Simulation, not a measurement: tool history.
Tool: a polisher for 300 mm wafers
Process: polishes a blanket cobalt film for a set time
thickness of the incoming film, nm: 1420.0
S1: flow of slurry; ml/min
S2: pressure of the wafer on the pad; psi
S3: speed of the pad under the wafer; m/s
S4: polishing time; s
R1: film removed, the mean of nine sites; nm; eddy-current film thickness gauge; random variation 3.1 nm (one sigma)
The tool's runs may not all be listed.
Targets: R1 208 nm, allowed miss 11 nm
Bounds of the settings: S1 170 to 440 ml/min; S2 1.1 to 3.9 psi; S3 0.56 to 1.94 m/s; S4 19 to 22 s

run	hour	S1	S2	S3	S4	R1
1	0	280	2.5	1.24	22	153.33
2	6.3	245	2.5	1.24	22	150.6
3	12.8	245	2.5	1.24	22	148.47
4	14	245	2.5	1.36	22	169.39
5	18	245	2.7	1.36	22	177.22
6	25.9	245	2.7	1.36	22	175.5
7	31.6	245	2.7	1.36	22	176.96
8	39.3	245	2.8	1.36	22	177.77
9	44.3	245	3	1.38	22	192.62
10	44.9	245	3	1.38	22	192.6

5 next moves are on the table. One of them brings every result within its allowed miss. Which?
A	45.5	225	2.7	1.4	22	?
B	45.5	260	3	1.48	20	?
C	45.5	255	3.4	1.46	22	?
D	45.5	275	2.6	1.74	21	?
E	45.5	390	2.6	1.4	22	?

move	R1
A	176.85
B	187.88
C	225.46
D	207.39
E	181.14
A: further off than the last run
B: further off than the last run
C: takes the result that was furthest off past its target
D: meets every target
E: further off than the last run
Move D is the one to make.
